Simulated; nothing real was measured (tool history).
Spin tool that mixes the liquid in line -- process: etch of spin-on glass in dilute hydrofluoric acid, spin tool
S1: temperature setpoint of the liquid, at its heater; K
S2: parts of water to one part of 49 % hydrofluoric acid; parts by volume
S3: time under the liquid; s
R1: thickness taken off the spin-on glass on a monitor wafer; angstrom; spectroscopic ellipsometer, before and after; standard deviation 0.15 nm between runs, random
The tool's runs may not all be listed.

| run | hour | S1 | S2 | S3 | R1 |
|---|---|---|---|---|---|
| 1 | 0.0 | 295.15 | 275 | 135 | 122.74 |
| 2 | 6.4 | 297.15 | 275 | 135 | 132.10 |
| 3 | 11.5 | 298.65 | 250 | 135 | 157.74 |
| 4 | 20.0 | 299.65 | 235 | 135 | 178.14 |
| 5 | 22.8 | 299.65 | 235 | 135 | 177.17 |
| 6 | 30.8 | 299.65 | 235 | 135 | 176.00 |

Run 7 is up next; what results do you expect?
| 7 | 36.9 | 300.65 | 225 | 135 | ? |

R1: 192.14 angstrom
